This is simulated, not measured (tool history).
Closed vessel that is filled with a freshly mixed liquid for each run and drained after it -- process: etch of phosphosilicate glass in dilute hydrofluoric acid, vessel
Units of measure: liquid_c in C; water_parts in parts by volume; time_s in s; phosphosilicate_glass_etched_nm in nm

run  hour  liquid_c  water_parts  time_s  phosphosilicate_glass_etched_nm
  1   0.0      25.0          290      30                          12.1720
  2   5.1      23.5          305      30                          10.7610
  3   7.3      22.5          315      30                          10.0310
  4  14.0      24.5          315      30                          10.7350
  5  19.3      23.0          325      30                           9.8277
  6  20.6      23.0          325      30                           9.7919
  7  21.2      19.0          375      30                           7.0721
  8  25.6      17.0          380      30                           6.4634

Run 9, settings as shown, results not yet in. Your forecast:
  9  32.3      17.0          380      30                                ?

For run 9 the tool returned phosphosilicate_glass_etched_nm 6.4705 nm.
